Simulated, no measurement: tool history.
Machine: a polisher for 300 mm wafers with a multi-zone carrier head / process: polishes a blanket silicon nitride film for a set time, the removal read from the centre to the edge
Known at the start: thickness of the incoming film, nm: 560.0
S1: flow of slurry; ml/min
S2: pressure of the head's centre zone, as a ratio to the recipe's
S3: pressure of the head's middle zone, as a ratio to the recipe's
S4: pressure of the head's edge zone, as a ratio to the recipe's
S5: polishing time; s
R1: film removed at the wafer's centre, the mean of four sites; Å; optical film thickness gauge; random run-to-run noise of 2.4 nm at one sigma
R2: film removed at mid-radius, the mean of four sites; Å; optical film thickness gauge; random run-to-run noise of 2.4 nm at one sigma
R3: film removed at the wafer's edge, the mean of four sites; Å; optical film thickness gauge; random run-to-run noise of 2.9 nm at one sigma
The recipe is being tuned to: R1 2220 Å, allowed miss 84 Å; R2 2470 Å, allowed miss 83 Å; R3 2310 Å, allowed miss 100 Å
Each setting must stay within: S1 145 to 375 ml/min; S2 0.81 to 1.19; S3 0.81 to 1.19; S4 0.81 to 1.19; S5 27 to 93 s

run 1 hour=0 | S1=240 S2=1 S3=1 S4=1 S5=59 | R1=1655.8 R2=1682.8 R3=1630.8
run 2 hour=4.8 | S1=240 S2=0.93 S3=1 S4=1 S5=59 | R1=1580.9 R2=1641.5 R3=1636.3
run 3 hour=10 | S1=210 S2=0.93 S3=1 S4=1 S5=59 | R1=1516.7 R2=1635.1 R3=1604.1
run 4 hour=15.6 | S1=210 S2=0.86 S3=1 S4=1 S5=59 | R1=1443.5 R2=1601.3 R3=1599.7
run 5 hour=19.3 | S1=210 S2=0.86 S3=1 S4=0.95 S5=59 | R1=1437.5 R2=1648.5 R3=1582.3
run 6 hour=26.8 | S1=210 S2=0.94 S3=1 S4=0.95 S5=59 | R1=1521.2 R2=1608.1 R3=1600.8
run 7 hour=28.8 | S1=270 S2=1.04 S3=1.1 S4=1.05 S5=76 | R1=2213.7 R2=2318.6 R3=2148.4
run 8 hour=29.5 | S1=270 S2=1.03 S3=1.1 S4=1.06 S5=76 | R1=2284 R2=2336.8 R3=2177.3
run 9 hour=30.6 | S1=270 S2=1.03 S3=1.1 S4=1.06 S5=76 | R1=2200.5 R2=2342.8 R3=2137
run 10 hour=34.6 | S1=270 S2=1.02 S3=1.1 S4=1.07 S5=77 | R1=2193.5 R2=2315.3 R3=2239.2
run 11 hour=40.2 | S1=270 S2=1.02 S3=1.11 S4=1.07 S5=77 | R1=2255.4 R2=2381.9 R3=2210.3
run 12 hour=48.1 | S1=270 S2=1.01 S3=1.11 S4=1.07 S5=77 | R1=2199.5 R2=2357.2 R3=2199.4
run 13 hour=53.1 | S1=270 S2=1.01 S3=1.11 S4=1.07 S5=77 | R1=2231.1 R2=2402.1 R3=2167.8
run 14 hour=55.5 | S1=265 S2=1 S3=1.11 S4=1.08 S5=77 | R1=2194.6 R2=2350.4 R3=2166.5
run 15 hour=58.5 | S1=265 S2=1 S3=1.11 S4=1.08 S5=77 | R1=2178.2 R2=2378 R3=2132.4
run 16 hour=60.1 | S1=270 S2=0.99 S3=1.11 S4=1.07 S5=77 | R1=2178.7 R2=2406.3 R3=2207.2
run 17 hour=65.2 | S1=275 S2=0.99 S3=1.11 S4=1.07 S5=77 | R1=2199.7 R2=2430.8 R3=2207.2
run 18 hour=66.8 | S1=275 S2=0.99 S3=1.11 S4=1.07 S5=77 | R1=2152.1 R2=2394.6 R3=2225

4 candidate next runs follow, results not yet known. Just one meets every target within its allowed miss. Identify it.
run A hour=68.4 | S1=310 S2=0.88 S3=0.97 S4=1.03 S5=81 | R1=? R2=? R3=?
run B hour=68.4 | S1=345 S2=0.85 S3=0.93 S4=1.03 S5=83 | R1=? R2=? R3=?
run C hour=68.4 | S1=300 S2=0.97 S3=1.08 S4=1.04 S5=80 | R1=? R2=? R3=?
run D hour=68.4 | S1=310 S2=0.97 S3=1 S4=1.15 S5=78 | R1=? R2=? R3=?

move=A R1=2097.9 R2=2236.8 R3=2238.8
move=B R1=2110.6 R2=2234.3 R3=2312.3
move=C R1=2241.8 R2=2411 R3=2210.7
move=D R1=2192.3 R2=2208.7 R3=2250.3
A: lands further from the targets than the last run did
B: lands further from the targets than the last run did
C: all results in spec
D: lands further from the targets than the last run did
The move that meets every target is C.
